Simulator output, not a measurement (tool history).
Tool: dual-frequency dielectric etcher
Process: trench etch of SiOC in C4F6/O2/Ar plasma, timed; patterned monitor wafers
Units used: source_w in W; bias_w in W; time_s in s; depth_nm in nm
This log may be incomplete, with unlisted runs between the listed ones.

run	hour	source_w	bias_w	time_s	depth_nm
1	0.0	290	219	12.5	26.531
2	2.3	260	215	12.5	25.390
3	10.7	240	212	12.5	24.333
4	16.1	280	212	12.5	25.827
5	19.3	260	210	12.5	25.076
6	22.2	240	209	12.5	24.374
7	25.4	230	208	12.5	23.840

Predict the results of run 8:
8	27.5	220	207	12.5	?

depth_nm: 23.279 nm
